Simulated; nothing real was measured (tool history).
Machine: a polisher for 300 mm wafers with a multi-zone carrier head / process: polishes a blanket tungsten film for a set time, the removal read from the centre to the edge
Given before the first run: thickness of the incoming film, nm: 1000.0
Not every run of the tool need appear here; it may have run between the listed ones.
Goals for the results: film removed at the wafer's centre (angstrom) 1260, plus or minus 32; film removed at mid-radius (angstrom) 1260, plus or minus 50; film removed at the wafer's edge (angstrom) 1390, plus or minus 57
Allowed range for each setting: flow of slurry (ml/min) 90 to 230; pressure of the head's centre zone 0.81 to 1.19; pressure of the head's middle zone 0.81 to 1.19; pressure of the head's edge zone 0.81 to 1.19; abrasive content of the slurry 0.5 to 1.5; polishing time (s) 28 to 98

| run | day | flow of slurry (ml/min) | pressure of the head's centre zone | pressure of the head's middle zone | pressure of the head's edge zone | abrasive content of the slurry | polishing time (s) | film removed at the wafer's centre (angstrom) | film removed at mid-radius (angstrom) | film removed at the wafer's edge (angstrom) |
|---|---|---|---|---|---|---|---|---|---|---|
| 1 | 0 | 150 | 1 | 1 | 1 | 1 | 63 | 1990.4 | 2089.4 | 2044.1 |
| 2 | 0.188 | 115 | 1 | 1 | 1 | 1 | 63 | 1937.9 | 2020.7 | 2028.3 |
| 3 | 0.342 | 115 | 1 | 1 | 1 | 1.15 | 63 | 1969.3 | 2053.7 | 2080.3 |
| 4 | 0.454 | 115 | 0.96 | 1 | 1 | 1.15 | 63 | 1912.5 | 2087.5 | 2061.7 |
| 5 | 0.558 | 115 | 0.96 | 1 | 0.95 | 1.15 | 63 | 1907.8 | 2051.7 | 1993.5 |
| 6 | 0.654 | 115 | 0.96 | 1.08 | 0.95 | 1.15 | 63 | 1884.8 | 2143.3 | 1982 |
| 7 | 1.021 | 110 | 0.96 | 1.06 | 0.95 | 1.1 | 61 | 1801.3 | 2057.7 | 1929.6 |
| 8 | 1.296 | 110 | 0.96 | 1.06 | 0.95 | 1.1 | 61 | 1799.8 | 2083.3 | 1937 |
| 9 | 1.617 | 110 | 0.97 | 1.04 | 0.96 | 1.05 | 59 | 1749.3 | 1922 | 1850.2 |
| 10 | 1.821 | 110 | 0.97 | 1.04 | 0.96 | 1.05 | 59 | 1760.4 | 1955.9 | 1855.7 |
| 11 | 1.854 | 110 | 0.97 | 1.02 | 0.97 | 1 | 57 | 1693 | 1895.4 | 1773.6 |
| 12 | 1.921 | 90 | 1 | 0.92 | 1.07 | 0.95 | 39 | 1137.7 | 1110.2 | 1223.4 |
| 13 | 2.225 | 95 | 1 | 0.92 | 1.08 | 0.95 | 39 | 1149.2 | 1131.2 | 1261.2 |
| 14 | 2.546 | 100 | 1 | 0.92 | 1.08 | 0.95 | 39 | 1157.2 | 1125 | 1265.2 |
| 15 | 2.621 | 105 | 1 | 0.92 | 1.08 | 0.95 | 39 | 1178.2 | 1143.3 | 1262.2 |
| 16 | 2.979 | 105 | 1 | 0.92 | 1.08 | 0.95 | 39 | 1155.2 | 1142.5 | 1254.3 |
| 17 | 3.2 | 110 | 1 | 0.92 | 1.09 | 0.95 | 39 | 1178.2 | 1177.9 | 1243.4 |

Pick the move, out of 5, that brings all results within their allowed miss; only one does.
| A | 3.421 | 170 | 0.9 | 0.95 | 1.13 | 0.9 | 41 | ? | ? | ? |
| B | 3.421 | 90 | 0.91 | 0.96 | 1.09 | 1.45 | 38 | ? | ? | ? |
| C | 3.421 | 155 | 0.98 | 0.93 | 1.14 | 0.95 | 41 | ? | ? | ? |
| D | 3.421 | 140 | 0.86 | 1.01 | 1.19 | 1.15 | 39 | ? | ? | ? |
| E | 3.421 | 95 | 0.94 | 0.98 | 1.14 | 0.95 | 40 | ? | ? | ? |

| move | film removed at the wafer's centre (angstrom) | film removed at mid-radius (angstrom) | film removed at the wafer's edge (angstrom) |
|---|---|---|---|
| A | 1164.2 | 1297.1 | 1392.9 |
| B | 1096.3 | 1230.8 | 1319.5 |
| C | 1265.5 | 1272.5 | 1401.2 |
| D | 1079.2 | 1328.8 | 1392.4 |
| E | 1108.3 | 1223.7 | 1310.7 |
A: the furthest-off result lands on target, but another misses its tolerance
B: lands further from the targets than the last run did
C: each result inside its tolerance
D: the furthest-off result lands on target, but another misses its tolerance
E: lands further from the targets than the last run did
The right move is C.
